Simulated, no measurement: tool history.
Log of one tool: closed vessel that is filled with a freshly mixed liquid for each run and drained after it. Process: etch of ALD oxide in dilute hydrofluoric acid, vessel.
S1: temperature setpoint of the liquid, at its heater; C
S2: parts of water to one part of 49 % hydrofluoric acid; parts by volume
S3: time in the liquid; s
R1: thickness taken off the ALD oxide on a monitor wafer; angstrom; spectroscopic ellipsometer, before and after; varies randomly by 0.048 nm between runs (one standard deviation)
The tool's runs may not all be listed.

{"run": 1, "hour": 0.0, "S1": 22, "S2": 200, "S3": 315, "R1": 116.86}
{"run": 2, "hour": 5.3, "S1": 24.5, "S2": 200, "S3": 315, "R1": 128.92}
{"run": 3, "hour": 13.5, "S1": 24.5, "S2": 200, "S3": 315, "R1": 126.95}
{"run": 4, "hour": 15.4, "S1": 22.5, "S2": 200, "S3": 315, "R1": 119.57}
{"run": 5, "hour": 22.9, "S1": 22.5, "S2": 200, "S3": 230, "R1": 86.792}
{"run": 6, "hour": 31.9, "S1": 22.5, "S2": 200, "S3": 315, "R1": 118.79}
{"run": 7, "hour": 39.9, "S1": 22.5, "S2": 200, "S3": 315, "R1": 118.44}

What will run 8 give?
{"hour": 43.7, "done": "thermometer replaced"}
{"run": 8, "hour": 43.7, "S1": 21, "S2": 200, "S3": 315, "R1": "?"}

Run 8 measured R1 123.36 angstrom.

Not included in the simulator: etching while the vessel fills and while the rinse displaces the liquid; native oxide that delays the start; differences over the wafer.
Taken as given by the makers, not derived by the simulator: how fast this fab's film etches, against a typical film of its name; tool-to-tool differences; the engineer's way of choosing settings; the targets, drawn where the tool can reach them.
